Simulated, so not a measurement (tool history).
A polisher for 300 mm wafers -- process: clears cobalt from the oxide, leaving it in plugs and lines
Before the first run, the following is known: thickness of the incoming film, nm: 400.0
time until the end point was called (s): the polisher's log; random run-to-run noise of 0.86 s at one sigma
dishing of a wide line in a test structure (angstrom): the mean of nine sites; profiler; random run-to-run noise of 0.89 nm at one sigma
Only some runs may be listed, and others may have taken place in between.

run,hour,flow of slurry (ml/min),pressure of the wafer on the pad (kPa),speed of the pad under the wafer (cm/s),overpolish time after the end point (s),time until the end point was called (s),dishing of a wide line in a test structure (angstrom)
1,0.0,130,9.0,126,27,86.897,671.53
2,3.5,130,9.7,126,24,82.545,640.26
3,4.3,130,10.3,122,21,78.227,650.94
4,7.0,140,9.7,136,19,74.653,614.72
5,13.6,155,9.7,136,19,73.772,642.54
6,16.5,135,9.7,136,19,77.395,599.96
7,19.5,125,9.7,146,17,73.329,584.78
8,27.4,115,9.7,154,15,68.710,558.24
9,35.4,115,9.7,154,15,69.399,534.52

The next listed run, before its measurement:
10,39.3,110,9.7,162,14,?,?

{"run 10": {"time until the end point was called (s)": 65.61, "dishing of a wide line in a test structure (angstrom)": 534.33}}
